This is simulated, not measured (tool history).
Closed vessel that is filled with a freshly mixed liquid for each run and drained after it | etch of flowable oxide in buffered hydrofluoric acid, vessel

run	hour	temperature setpoint of the liquid (°C)	parts of 40 % ammonium fluoride to one part of 49 % hydrofluoric acid (parts by volume)	time in the liquid (s)	thickness taken off the flowable oxide on a monitor wafer (Å)
1	0.0	22.0	7.0	95	4629.3
2	8.3	22.0	7.0	100	4915.2
3	14.2	22.0	7.0	95	4584.5
4	23.1	22.0	8.5	95	3751.4
5	29.7	21.0	8.5	95	3565.2
6	36.5	20.5	8.5	95	3382.4

The next listed run, before its measurement:
7	38.8	20.0	8.5	95	?

Run 7 gave thickness taken off the flowable oxide on a monitor wafer (Å) 3366.1.
